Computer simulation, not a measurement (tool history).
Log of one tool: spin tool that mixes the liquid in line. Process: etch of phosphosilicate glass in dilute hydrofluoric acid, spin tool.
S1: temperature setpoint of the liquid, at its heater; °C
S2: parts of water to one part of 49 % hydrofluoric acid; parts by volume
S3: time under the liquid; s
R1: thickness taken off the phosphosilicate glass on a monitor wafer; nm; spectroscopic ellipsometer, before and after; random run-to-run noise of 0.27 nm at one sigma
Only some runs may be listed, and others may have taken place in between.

run,hour,S1,S2,S3,R1
1,0.0,21.0,145,15,16.798
2,8.6,21.0,145,15,17.021
3,17.4,22.0,140,15,18.682
4,20.9,22.5,140,15,18.691
5,25.9,23.0,140,15,18.758
6,27.3,20.0,140,15,16.751
7,35.0,21.0,140,15,17.845
8,38.0,21.5,135,15,18.955
9,45.3,22.0,135,15,18.815
10,53.0,22.5,130,15,20.326

Predict the results of run 11:
11,57.3,22.5,130,15,?

Run 11 measured R1 20.355 nm.
